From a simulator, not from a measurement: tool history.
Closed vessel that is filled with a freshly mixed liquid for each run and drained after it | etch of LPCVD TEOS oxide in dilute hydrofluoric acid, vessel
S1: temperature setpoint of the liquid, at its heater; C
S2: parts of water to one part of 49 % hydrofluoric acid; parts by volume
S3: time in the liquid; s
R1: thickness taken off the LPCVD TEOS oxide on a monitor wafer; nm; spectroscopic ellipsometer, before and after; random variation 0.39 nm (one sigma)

run 1 day=0 | S1=23 S2=120 S3=105 | R1=13.857
run 2 day=0.117 | S1=23 S2=120 S3=105 | R1=13.911
run 3 day=0.35 | S1=24 S2=105 S3=105 | R1=16.72
run 4 day=0.521 | S1=24 S2=105 S3=115 | R1=18.191
run 5 day=0.7 | S1=25 S2=95 S3=115 | R1=21.26
run 6 day=0.808 | S1=26 S2=85 S3=115 | R1=25.219
run 7 day=1.083 | S1=30 S2=35 S3=115 | R1=77.036
run 8 day=1.346 | S1=29 S2=35 S3=115 | R1=75.102
run 9 day=1.5 | S1=28 S2=35 S3=115 | R1=71.425
run 10 day=1.842 | S1=27 S2=35 S3=115 | R1=67.475
run 11 day=1.896 | S1=26 S2=35 S3=115 | R1=66.509
run 12 day=2.083 | S1=25 S2=35 S3=115 | R1=62.936
run 13 day=2.392 | S1=24 S2=35 S3=115 | R1=59.724
run 14 day=2.729 | S1=23.5 S2=35 S3=115 | R1=59.018

Run 15 has not been measured yet. What should we expect?
run 15 day=2.892 | S1=23 S2=35 S3=115 | R1=?

{"run 15": {"R1": 58.086}}
